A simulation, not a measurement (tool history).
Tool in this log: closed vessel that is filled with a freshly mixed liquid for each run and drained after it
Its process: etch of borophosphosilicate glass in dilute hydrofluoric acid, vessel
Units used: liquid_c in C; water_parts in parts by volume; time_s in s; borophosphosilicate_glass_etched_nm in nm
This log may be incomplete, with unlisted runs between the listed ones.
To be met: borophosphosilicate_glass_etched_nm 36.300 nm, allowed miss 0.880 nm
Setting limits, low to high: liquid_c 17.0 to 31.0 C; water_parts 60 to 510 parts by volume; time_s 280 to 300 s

| run | hour | liquid_c | water_parts | time_s | borophosphosilicate_glass_etched_nm |
|---|---|---|---|---|---|
| 1 | 0.0 | 23.0 | 285 | 280 | 32.141 |
| 2 | 7.2 | 24.0 | 285 | 280 | 33.161 |
| 3 | 8.5 | 24.0 | 360 | 280 | 24.285 |
| 4 | 16.9 | 24.0 | 360 | 300 | 26.072 |
| 5 | 25.3 | 26.0 | 355 | 300 | 27.967 |
| 6 | 31.2 | 27.0 | 345 | 300 | 30.438 |
| 7 | 39.5 | 28.0 | 340 | 300 | 31.883 |
| 8 | 41.2 | 28.5 | 335 | 300 | 33.464 |

Exercise: of the 4 proposed moves below, exactly one satisfies all targets within the stated allowed misses. Which move is it?
| A | 42.9 | 28.0 | 340 | 280 | ? |
| B | 42.9 | 26.5 | 315 | 300 | ? |
| C | 42.9 | 29.0 | 330 | 300 | ? |
| D | 42.9 | 31.0 | 325 | 290 | ? |

| move | borophosphosilicate_glass_etched_nm |
|---|---|
| A | 29.943 |
| B | 33.813 |
| C | 34.486 |
| D | 36.253 |
A: the biggest miss grows against the last run
B: gains on the last run, yet a result remains outside its allowed miss
C: gains on the last run, yet a result remains outside its allowed miss
D: each result inside its tolerance
Move D is the one to make.

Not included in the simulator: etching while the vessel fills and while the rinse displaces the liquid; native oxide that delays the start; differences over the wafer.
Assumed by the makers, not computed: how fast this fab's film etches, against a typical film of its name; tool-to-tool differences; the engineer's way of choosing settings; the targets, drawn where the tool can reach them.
